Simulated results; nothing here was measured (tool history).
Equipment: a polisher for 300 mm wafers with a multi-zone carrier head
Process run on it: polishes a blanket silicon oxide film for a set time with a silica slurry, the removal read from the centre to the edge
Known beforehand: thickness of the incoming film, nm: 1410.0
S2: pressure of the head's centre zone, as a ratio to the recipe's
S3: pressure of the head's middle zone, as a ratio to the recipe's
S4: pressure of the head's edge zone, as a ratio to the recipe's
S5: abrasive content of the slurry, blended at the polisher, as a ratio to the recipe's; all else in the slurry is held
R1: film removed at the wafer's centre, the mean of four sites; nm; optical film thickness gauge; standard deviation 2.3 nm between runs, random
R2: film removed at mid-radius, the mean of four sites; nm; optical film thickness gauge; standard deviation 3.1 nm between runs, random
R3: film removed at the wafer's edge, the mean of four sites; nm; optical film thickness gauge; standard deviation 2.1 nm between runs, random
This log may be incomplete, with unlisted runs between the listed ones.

run 1 hour=0 | flow_of_slurry_(ml/min)=180 S2=1 S3=1 S4=1 S5=1 polishing_time_(s)=89 | R1=475.67 R2=494.59 R3=493.15
run 2 hour=6.9 | flow_of_slurry_(ml/min)=180 S2=1 S3=1 S4=1 S5=1 polishing_time_(s)=67 | R1=367.41 R2=369.95 R3=374.04
run 3 hour=10.2 | flow_of_slurry_(ml/min)=170 S2=0.98 S3=0.97 S4=0.98 S5=0.95 polishing_time_(s)=67 | R1=344.16 R2=343.02 R3=356.18
run 4 hour=13.4 | flow_of_slurry_(ml/min)=160 S2=0.96 S3=0.94 S4=0.96 S5=0.95 polishing_time_(s)=67 | R1=337.81 R2=328.26 R3=353.01
run 5 hour=18.6 | flow_of_slurry_(ml/min)=155 S2=0.94 S3=0.92 S4=0.94 S5=0.95 polishing_time_(s)=67 | R1=325.03 R2=325.21 R3=348.31
run 6 hour=20.4 | flow_of_slurry_(ml/min)=155 S2=0.94 S3=0.92 S4=1.02 S5=0.95 polishing_time_(s)=67 | R1=318.27 R2=322.79 R3=364.98
run 7 hour=21.2 | flow_of_slurry_(ml/min)=150 S2=0.93 S3=0.9 S4=0.99 S5=0.95 polishing_time_(s)=67 | R1=322.23 R2=315.23 R3=356.09
run 8 hour=24.8 | flow_of_slurry_(ml/min)=120 S2=0.84 S3=0.81 S4=0.9 S5=0.8 polishing_time_(s)=67 | R1=252.82 R2=259.79 R3=310.72
run 9 hour=29.4 | flow_of_slurry_(ml/min)=130 S2=0.86 S3=0.81 S4=0.9 S5=0.8 polishing_time_(s)=67 | R1=260.32 R2=265.25 R3=310.94

The next listed run, before its measurement:
run 10 hour=37 | flow_of_slurry_(ml/min)=135 S2=0.88 S3=0.81 S4=0.91 S5=0.8 polishing_time_(s)=67 | R1=? R2=? R3=?

{"run 10": {"R1": 277.63, "R2": 263.17, "R3": 314.89}}
